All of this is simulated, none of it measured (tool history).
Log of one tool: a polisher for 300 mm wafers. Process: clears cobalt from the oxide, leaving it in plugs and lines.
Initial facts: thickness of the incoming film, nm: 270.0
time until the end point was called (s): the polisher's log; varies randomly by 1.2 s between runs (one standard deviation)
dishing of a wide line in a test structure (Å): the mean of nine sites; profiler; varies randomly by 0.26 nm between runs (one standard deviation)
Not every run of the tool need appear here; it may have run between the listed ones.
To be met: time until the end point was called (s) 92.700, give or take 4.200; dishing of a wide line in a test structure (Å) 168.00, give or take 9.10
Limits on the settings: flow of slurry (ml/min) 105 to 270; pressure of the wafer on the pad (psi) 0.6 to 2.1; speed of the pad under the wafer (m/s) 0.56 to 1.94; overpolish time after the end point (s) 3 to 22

run	hour	flow of slurry (ml/min)	pressure of the wafer on the pad (psi)	speed of the pad under the wafer (m/s)	overpolish time after the end point (s)	time until the end point was called (s)	dishing of a wide line in a test structure (Å)
1	0.0	175	1.3	1.24	11	63.759	385.49
2	2.4	175	1.3	1.24	7	62.196	267.84
3	10.5	175	1.6	1.24	7	51.494	314.10
4	13.7	175	1.6	1.12	7	57.700	279.34
5	16.7	175	1.6	0.94	7	68.755	251.20
6	18.6	175	1.5	0.94	6	70.811	209.72
7	24.0	175	1.4	0.94	6	75.890	201.91
8	32.7	175	1.3	0.94	6	79.214	183.79
9	35.8	175	1.2	0.94	6	87.630	175.44

Which one of the following 5 next-run settings gets every result inside its allowed miss? There is exactly one.
A	38.9	180	1.1	0.90	7	?	?
B	38.9	220	1.4	0.84	6	?	?
C	38.9	230	1.0	1.14	5	?	?
D	38.9	190	1.6	0.62	7	?	?
E	38.9	175	1.5	0.72	6	?	?

move	time until the end point was called (s)	dishing of a wide line in a test structure (Å)
A	95.570	185.78
B	81.849	185.83
C	79.814	161.60
D	99.181	179.82
E	91.887	167.76
A: meets the target for the result that was furthest off, but another lies outside its allowed miss
B: further off than the last run
C: further off than the last run
D: the result that was furthest off in the last run now lies on the other side of its target
E: hits every target within its allowed miss
The move that meets every target is E.

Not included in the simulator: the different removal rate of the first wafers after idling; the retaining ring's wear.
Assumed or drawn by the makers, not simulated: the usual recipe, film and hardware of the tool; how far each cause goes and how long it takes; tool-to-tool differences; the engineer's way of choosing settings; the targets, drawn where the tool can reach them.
